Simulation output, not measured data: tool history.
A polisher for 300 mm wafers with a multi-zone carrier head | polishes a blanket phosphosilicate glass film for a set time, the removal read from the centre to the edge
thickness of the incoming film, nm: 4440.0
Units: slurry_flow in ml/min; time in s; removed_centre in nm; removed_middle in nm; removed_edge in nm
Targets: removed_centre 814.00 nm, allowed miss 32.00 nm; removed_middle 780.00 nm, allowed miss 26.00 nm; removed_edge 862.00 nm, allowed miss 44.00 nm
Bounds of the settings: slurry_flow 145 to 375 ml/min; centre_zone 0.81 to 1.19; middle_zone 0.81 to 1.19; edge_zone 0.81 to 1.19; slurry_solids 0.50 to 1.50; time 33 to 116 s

Run 1, day 0.000: slurry_flow 240 ml/min, centre_zone 1.00, middle_zone 1.00, edge_zone 1.00, slurry_solids 1.00, time 74 s. Result: removed_centre 527.68 nm, removed_middle 524.16 nm, removed_edge 540.80 nm.
Run 2, day 0.162: slurry_flow 240 ml/min, centre_zone 1.06, middle_zone 1.00, edge_zone 1.00, slurry_solids 1.00, time 74 s. Result: removed_centre 553.04 nm, removed_middle 523.85 nm, removed_edge 542.04 nm.
Run 3, day 0.504: slurry_flow 240 ml/min, centre_zone 1.06, middle_zone 1.00, edge_zone 1.05, slurry_solids 1.00, time 74 s. Result: removed_centre 551.70 nm, removed_middle 525.52 nm, removed_edge 536.45 nm.
Run 4, day 0.762: slurry_flow 240 ml/min, centre_zone 1.06, middle_zone 1.00, edge_zone 1.05, slurry_solids 1.00, time 66 s. Result: removed_centre 497.22 nm, removed_middle 476.84 nm, removed_edge 471.92 nm.
Run 5, day 0.892: slurry_flow 240 ml/min, centre_zone 1.06, middle_zone 1.00, edge_zone 1.05, slurry_solids 1.00, time 57 s. Result: removed_centre 436.58 nm, removed_middle 406.02 nm, removed_edge 419.58 nm.
Run 6, day 1.088: slurry_flow 205 ml/min, centre_zone 1.06, middle_zone 1.00, edge_zone 1.05, slurry_solids 1.00, time 57 s. Result: removed_centre 420.78 nm, removed_middle 391.82 nm, removed_edge 408.79 nm.
Run 7, day 1.417: slurry_flow 215 ml/min, centre_zone 1.04, middle_zone 0.98, edge_zone 1.05, slurry_solids 1.15, time 67 s. Result: removed_centre 515.52 nm, removed_middle 479.91 nm, removed_edge 511.39 nm.
Run 8, day 1.696: slurry_flow 220 ml/min, centre_zone 1.02, middle_zone 0.97, edge_zone 1.05, slurry_solids 1.25, time 74 s. Result: removed_centre 576.68 nm, removed_middle 545.32 nm, removed_edge 569.61 nm.
Run 9, day 1.729: slurry_flow 155 ml/min, centre_zone 0.99, middle_zone 0.94, edge_zone 1.15, slurry_solids 1.50, time 95 s. Result: removed_centre 701.68 nm, removed_middle 680.20 nm, removed_edge 763.13 nm.
Run 10, day 1.950: slurry_flow 185 ml/min, centre_zone 1.00, middle_zone 0.95, edge_zone 1.16, slurry_solids 1.50, time 96 s. Result: removed_centre 742.31 nm, removed_middle 719.47 nm, removed_edge 786.50 nm.
Run 11, day 2.067: slurry_flow 200 ml/min, centre_zone 1.00, middle_zone 0.94, edge_zone 1.17, slurry_solids 1.50, time 98 s. Result: removed_centre 760.12 nm, removed_middle 749.26 nm, removed_edge 854.94 nm.
Run 12, day 2.204: slurry_flow 205 ml/min, centre_zone 1.01, middle_zone 0.95, edge_zone 1.16, slurry_solids 1.50, time 98 s. Result: removed_centre 789.11 nm, removed_middle 751.03 nm, removed_edge 812.25 nm.

Which of these 4 next moves meets every target?
Run A, day 2.342: slurry_flow 185 ml/min, centre_zone 0.92, middle_zone 1.02, edge_zone 1.12, slurry_solids 1.50, time 105 s. Result: removed_centre ?, removed_middle ?, removed_edge ?.
Run B, day 2.342: slurry_flow 270 ml/min, centre_zone 0.91, middle_zone 1.00, edge_zone 1.07, slurry_solids 1.40, time 99 s. Result: removed_centre ?, removed_middle ?, removed_edge ?.
Run C, day 2.342: slurry_flow 185 ml/min, centre_zone 1.09, middle_zone 0.95, edge_zone 1.15, slurry_solids 1.50, time 104 s. Result: removed_centre ?, removed_middle ?, removed_edge ?.
Run D, day 2.342: slurry_flow 225 ml/min, centre_zone 0.98, middle_zone 0.91, edge_zone 1.06, slurry_solids 1.50, time 104 s. Result: removed_centre ?, removed_middle ?, removed_edge ?.

move  removed_centre  removed_middle  removed_edge
   A          756.35          829.00        850.79
   B          731.75          794.65        803.78
   C          888.35          779.44        851.34
   D          824.75          779.26        846.13
A: brings the result that was furthest off to its target, and leaves another outside
B: further off than the last run
C: brings the result that was furthest off to its target, and leaves another outside
D: meets every target
Move D is the one to make.
